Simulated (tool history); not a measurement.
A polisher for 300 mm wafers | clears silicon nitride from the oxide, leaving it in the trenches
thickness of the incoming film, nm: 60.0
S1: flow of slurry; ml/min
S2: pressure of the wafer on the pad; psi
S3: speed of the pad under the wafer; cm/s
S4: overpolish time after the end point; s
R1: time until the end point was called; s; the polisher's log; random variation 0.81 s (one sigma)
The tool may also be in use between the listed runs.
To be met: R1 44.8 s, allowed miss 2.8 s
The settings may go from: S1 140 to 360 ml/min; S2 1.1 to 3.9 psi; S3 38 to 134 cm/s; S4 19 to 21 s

run,hour,S1,S2,S3,S4,R1
1,0,230,2.5,86,19,65.66
2,4.2,230,2.6,86,19,64.503
3,10.5,230,2.7,86,19,60.992
4,18.7,230,2.8,86,19,61.839
5,23.1,230,2.9,88,19,57.603
6,26.7,230,2.9,88,19,58.684
7,30.1,230,3,90,19,54.741
8,39,230,3.1,90,19,55.428
9,44.4,230,3.2,92,19,54.127
10,46.2,230,3.3,94,19,49.386

5 next moves are on the table. One of them brings every result within its allowed miss. Which?
A,48,260,3.9,76,21,?
B,48,220,3,94,19,?
C,48,155,3.4,92,19,?
D,48,250,3.8,94,19,?
E,48,220,3.4,88,19,?

move,R1
A,53.555
B,53.563
C,52.052
D,44.597
E,52.243
A: further off than the last run
B: further off than the last run
C: further off than the last run
D: meets every target
E: further off than the last run
Answer: D
